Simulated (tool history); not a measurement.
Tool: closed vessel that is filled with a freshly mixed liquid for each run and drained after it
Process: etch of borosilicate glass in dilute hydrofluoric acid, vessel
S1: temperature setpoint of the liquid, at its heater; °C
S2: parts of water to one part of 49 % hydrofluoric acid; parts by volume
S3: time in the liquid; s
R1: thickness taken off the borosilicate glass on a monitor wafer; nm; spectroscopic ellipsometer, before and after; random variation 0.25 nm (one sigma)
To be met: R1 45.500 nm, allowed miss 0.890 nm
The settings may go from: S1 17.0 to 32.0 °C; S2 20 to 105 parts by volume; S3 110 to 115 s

{"run": 1, "hour": 0.0, "S1": 24.0, "S2": 55, "S3": 110, "R1": 75.361}
{"run": 2, "hour": 4.0, "S1": 24.0, "S2": 40, "S3": 110, "R1": 106.08}
{"run": 3, "hour": 6.5, "S1": 24.0, "S2": 40, "S3": 110, "R1": 107.42}
{"run": 4, "hour": 14.3, "S1": 24.0, "S2": 30, "S3": 110, "R1": 143.7}
{"run": 5, "hour": 20.1, "S1": 24.0, "S2": 20, "S3": 110, "R1": 215.32}
{"run": 6, "hour": 24.6, "S1": 23.0, "S2": 25, "S3": 110, "R1": 166.22}
{"run": 7, "hour": 26.6, "S1": 22.0, "S2": 30, "S3": 110, "R1": 131.27}
{"run": 8, "hour": 29.1, "S1": 21.5, "S2": 35, "S3": 110, "R1": 110.73}
{"run": 9, "hour": 30.4, "S1": 17.5, "S2": 60, "S3": 110, "R1": 52.563}
{"run": 10, "hour": 37.4, "S1": 17.0, "S2": 65, "S3": 110, "R1": 47.062}
{"run": 11, "hour": 38.7, "S1": 17.5, "S2": 65, "S3": 110, "R1": 48.351}
{"run": 12, "hour": 41.3, "S1": 17.0, "S2": 65, "S3": 110, "R1": 47.244}
{"run": 13, "hour": 43.5, "S1": 17.5, "S2": 65, "S3": 110, "R1": 48.197}
{"run": 14, "hour": 46.3, "S1": 17.0, "S2": 65, "S3": 110, "R1": 47.583}
{"run": 15, "hour": 50.0, "S1": 17.0, "S2": 70, "S3": 110, "R1": 43.648}
{"run": 16, "hour": 55.8, "S1": 17.5, "S2": 70, "S3": 110, "R1": 44.491}

4 next moves are on the table. One of them brings every result within its allowed miss. Which?
{"run": "A", "hour": 61.6, "S1": 18.0, "S2": 75, "S3": 110, "R1": "?"}
{"run": "B", "hour": 61.6, "S1": 19.5, "S2": 80, "S3": 115, "R1": "?"}
{"run": "C", "hour": 61.6, "S1": 17.0, "S2": 70, "S3": 110, "R1": "?"}
{"run": "D", "hour": 61.6, "S1": 18.0, "S2": 70, "S3": 110, "R1": "?"}

move=A R1=42.354
move=B R1=43.972
move=C R1=43.721
move=D R1=45.632
A: further off than the last run
B: further off than the last run
C: further off than the last run
D: meets every target
The right move is D.
